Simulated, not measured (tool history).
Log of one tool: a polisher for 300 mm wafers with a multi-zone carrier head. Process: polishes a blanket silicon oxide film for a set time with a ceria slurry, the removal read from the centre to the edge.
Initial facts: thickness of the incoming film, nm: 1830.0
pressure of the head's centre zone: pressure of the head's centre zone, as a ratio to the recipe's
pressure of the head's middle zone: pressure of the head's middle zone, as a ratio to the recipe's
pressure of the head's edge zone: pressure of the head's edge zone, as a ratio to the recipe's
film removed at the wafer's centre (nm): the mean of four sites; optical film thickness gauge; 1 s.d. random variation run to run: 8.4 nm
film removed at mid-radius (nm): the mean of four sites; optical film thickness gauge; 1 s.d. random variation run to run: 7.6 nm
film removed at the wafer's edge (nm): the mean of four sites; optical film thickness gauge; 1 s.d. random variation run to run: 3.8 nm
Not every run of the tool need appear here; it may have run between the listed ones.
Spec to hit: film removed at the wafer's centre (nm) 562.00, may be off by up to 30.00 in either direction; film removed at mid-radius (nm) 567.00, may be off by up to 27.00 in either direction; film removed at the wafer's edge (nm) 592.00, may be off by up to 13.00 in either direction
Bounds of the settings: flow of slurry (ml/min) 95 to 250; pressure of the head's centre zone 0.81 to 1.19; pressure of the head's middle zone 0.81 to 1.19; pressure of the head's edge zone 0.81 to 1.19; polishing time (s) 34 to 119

| run | hour | flow of slurry (ml/min) | pressure of the head's centre zone | pressure of the head's middle zone | pressure of the head's edge zone | polishing time (s) | film removed at the wafer's centre (nm) | film removed at mid-radius (nm) | film removed at the wafer's edge (nm) |
|---|---|---|---|---|---|---|---|---|---|
| 1 | 0.0 | 160 | 1.00 | 1.00 | 1.00 | 76 | 406.77 | 411.96 | 405.95 |
| 2 | 6.8 | 170 | 1.00 | 1.01 | 1.05 | 81 | 435.46 | 436.42 | 444.00 |
| 3 | 15.6 | 170 | 0.93 | 1.01 | 1.05 | 81 | 405.30 | 439.91 | 441.06 |
| 4 | 21.4 | 175 | 0.95 | 1.02 | 1.08 | 86 | 435.26 | 476.10 | 480.59 |
| 5 | 27.5 | 155 | 0.95 | 1.02 | 1.08 | 86 | 436.14 | 464.77 | 471.96 |
| 6 | 30.3 | 170 | 0.98 | 1.03 | 1.11 | 89 | 475.89 | 498.39 | 507.70 |
| 7 | 33.8 | 180 | 0.99 | 1.03 | 1.13 | 91 | 486.95 | 510.20 | 520.26 |
| 8 | 34.3 | 180 | 1.00 | 1.03 | 1.14 | 93 | 496.70 | 519.40 | 538.50 |
| 9 | 37.0 | 185 | 1.02 | 1.04 | 1.15 | 94 | 506.66 | 539.70 | 545.38 |
| 10 | 38.5 | 185 | 1.03 | 1.03 | 1.16 | 95 | 542.16 | 531.20 | 556.14 |
| 11 | 41.3 | 190 | 1.03 | 1.03 | 1.17 | 96 | 544.25 | 529.61 | 561.82 |
| 12 | 42.0 | 190 | 1.03 | 1.04 | 1.17 | 97 | 537.12 | 553.87 | 565.31 |
| 13 | 50.0 | 190 | 1.03 | 1.04 | 1.17 | 98 | 540.38 | 556.82 | 568.49 |

Which of these 5 next moves meets every target?
| A | 58.0 | 180 | 1.05 | 1.00 | 1.19 | 94 | ? | ? | ? |
| B | 58.0 | 195 | 0.96 | 0.99 | 1.06 | 106 | ? | ? | ? |
| C | 58.0 | 185 | 0.96 | 1.13 | 1.16 | 90 | ? | ? | ? |
| D | 58.0 | 195 | 0.94 | 1.08 | 1.19 | 99 | ? | ? | ? |
| E | 58.0 | 200 | 0.86 | 0.93 | 1.13 | 103 | ? | ? | ? |

| move | film removed at the wafer's centre (nm) | film removed at mid-radius (nm) | film removed at the wafer's edge (nm) |
|---|---|---|---|
| A | 521.90 | 512.05 | 551.85 |
| B | 542.97 | 578.00 | 590.43 |
| C | 458.51 | 545.58 | 521.63 |
| D | 496.77 | 580.82 | 584.33 |
| E | 473.44 | 534.86 | 594.21 |
A: misses by more than the last run did
B: meets every target
C: misses by more than the last run did
D: the furthest-off result lands on target, but another misses its tolerance
E: the furthest-off result lands on target, but another misses its tolerance
B meets every target.
